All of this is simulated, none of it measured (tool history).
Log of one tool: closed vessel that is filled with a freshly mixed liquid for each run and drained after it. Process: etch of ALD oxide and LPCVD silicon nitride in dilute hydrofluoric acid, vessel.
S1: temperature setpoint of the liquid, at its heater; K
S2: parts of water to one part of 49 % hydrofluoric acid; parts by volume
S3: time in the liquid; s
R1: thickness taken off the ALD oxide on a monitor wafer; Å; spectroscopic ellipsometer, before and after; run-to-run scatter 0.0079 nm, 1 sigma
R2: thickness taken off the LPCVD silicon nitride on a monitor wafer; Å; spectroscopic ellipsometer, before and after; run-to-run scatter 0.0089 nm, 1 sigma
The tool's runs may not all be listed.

{"run": 1, "hour": 0.0, "S1": 297.15, "S2": 215, "S3": 110, "R1": 43.143, "R2": 2.8676}
{"run": 2, "hour": 4.6, "S1": 297.15, "S2": 135, "S3": 110, "R1": 74.728, "R2": 4.8449}
{"run": 3, "hour": 9.8, "S1": 297.15, "S2": 135, "S3": 80, "R1": 54.022, "R2": 2.92}
{"run": 4, "hour": 13.7, "S1": 297.15, "S2": 85, "S3": 80, "R1": 90.922, "R2": 4.6873}
{"run": 5, "hour": 19.9, "S1": 297.15, "S2": 50, "S3": 80, "R1": 163.95, "R2": 7.6177}
{"run": 6, "hour": 23.6, "S1": 296.65, "S2": 70, "S3": 80, "R1": 111.04, "R2": 5.229}
{"run": 7, "hour": 24.4, "S1": 296.15, "S2": 90, "S3": 80, "R1": 82.822, "R2": 4.8537}
{"run": 8, "hour": 29.3, "S1": 296.15, "S2": 90, "S3": 80, "R1": 82.754, "R2": 4.8284}

Run 9 comes next. What will it give?
{"run": 9, "hour": 37.1, "S1": 292.15, "S2": 180, "S3": 80, "R1": "?", "R2": "?"}

R1: 32.456 Å
R2: 1.6049 Å
